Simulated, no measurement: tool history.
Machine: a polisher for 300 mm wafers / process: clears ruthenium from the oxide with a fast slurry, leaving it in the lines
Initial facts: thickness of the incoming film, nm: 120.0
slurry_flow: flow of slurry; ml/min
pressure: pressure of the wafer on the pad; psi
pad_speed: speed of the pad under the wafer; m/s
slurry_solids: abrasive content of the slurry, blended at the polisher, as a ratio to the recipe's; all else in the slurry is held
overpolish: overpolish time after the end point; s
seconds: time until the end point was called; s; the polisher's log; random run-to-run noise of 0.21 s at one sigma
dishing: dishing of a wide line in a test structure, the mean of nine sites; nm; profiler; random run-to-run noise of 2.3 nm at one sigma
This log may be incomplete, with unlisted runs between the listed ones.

run  hour  slurry_flow  pressure  pad_speed  slurry_solids  overpolish  seconds  dishing
  1   0.0          160       2.1       1.00            1.0          24   34.008   54.922
  2   5.4          135       2.1       1.00            1.0          24   34.961   55.052
  3   6.0          115       2.1       1.00            1.0          24   35.848   56.092
  4  12.5          115       1.7       1.00            1.0          24   42.234   47.243
  5  21.3          120       2.0       1.00            1.0          25   36.987   54.125
  6  27.6          125       2.2       1.00            1.0          26   33.907   61.390
  7  32.5          150       2.8       1.02            1.0          27   26.715   75.468
  8  35.7          155       2.9       1.02            1.0          27   25.851   78.258

Run 9 is up next; what results do you expect?
  9  36.8          160       3.0       1.02            1.0          27        ?        ?

{"run 9": {"seconds": 25.588, "dishing": 77.619}}

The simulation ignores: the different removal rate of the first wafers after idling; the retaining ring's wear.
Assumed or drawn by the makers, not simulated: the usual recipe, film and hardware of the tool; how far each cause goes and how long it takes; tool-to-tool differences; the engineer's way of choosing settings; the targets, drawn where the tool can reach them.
